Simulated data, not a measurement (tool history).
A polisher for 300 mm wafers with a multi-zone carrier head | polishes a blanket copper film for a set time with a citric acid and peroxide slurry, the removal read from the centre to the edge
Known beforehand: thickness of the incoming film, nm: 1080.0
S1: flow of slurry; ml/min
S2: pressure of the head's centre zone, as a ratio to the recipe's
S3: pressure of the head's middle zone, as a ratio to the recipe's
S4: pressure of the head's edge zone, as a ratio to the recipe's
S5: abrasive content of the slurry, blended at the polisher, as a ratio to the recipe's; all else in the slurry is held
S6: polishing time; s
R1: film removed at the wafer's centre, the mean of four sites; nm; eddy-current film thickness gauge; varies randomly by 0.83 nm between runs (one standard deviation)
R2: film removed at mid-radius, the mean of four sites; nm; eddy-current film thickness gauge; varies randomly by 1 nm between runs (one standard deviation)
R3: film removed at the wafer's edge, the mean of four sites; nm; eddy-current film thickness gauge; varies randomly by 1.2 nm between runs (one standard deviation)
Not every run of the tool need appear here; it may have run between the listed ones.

| run | hour | S1 | S2 | S3 | S4 | S5 | S6 | R1 | R2 | R3 |
|---|---|---|---|---|---|---|---|---|---|---|
| 1 | 0.0 | 145 | 1.00 | 1.00 | 1.00 | 1.00 | 78 | 159.15 | 156.44 | 160.55 |
| 2 | 6.9 | 135 | 0.99 | 0.95 | 0.98 | 0.85 | 76 | 149.79 | 137.33 | 146.49 |
| 3 | 11.5 | 125 | 0.95 | 0.92 | 0.97 | 0.75 | 75 | 132.91 | 126.11 | 140.82 |
| 4 | 19.2 | 125 | 0.98 | 0.92 | 0.97 | 0.75 | 75 | 137.54 | 126.43 | 143.65 |
| 5 | 21.5 | 125 | 0.96 | 0.90 | 0.94 | 0.70 | 73 | 129.96 | 119.60 | 131.32 |
| 6 | 30.1 | 120 | 0.95 | 0.88 | 0.93 | 0.65 | 73 | 125.13 | 115.80 | 128.65 |
| 7 | 38.2 | 115 | 0.95 | 0.86 | 0.92 | 0.60 | 73 | 122.19 | 110.91 | 125.74 |

Run 8 has not been measured yet. What should we expect?
| 8 | 42.6 | 110 | 0.95 | 0.85 | 0.91 | 0.60 | 73 | ? | ? | ? |

Run 8 came out at R1 121.43 nm, R2 108.38 nm, R3 124.83 nm.

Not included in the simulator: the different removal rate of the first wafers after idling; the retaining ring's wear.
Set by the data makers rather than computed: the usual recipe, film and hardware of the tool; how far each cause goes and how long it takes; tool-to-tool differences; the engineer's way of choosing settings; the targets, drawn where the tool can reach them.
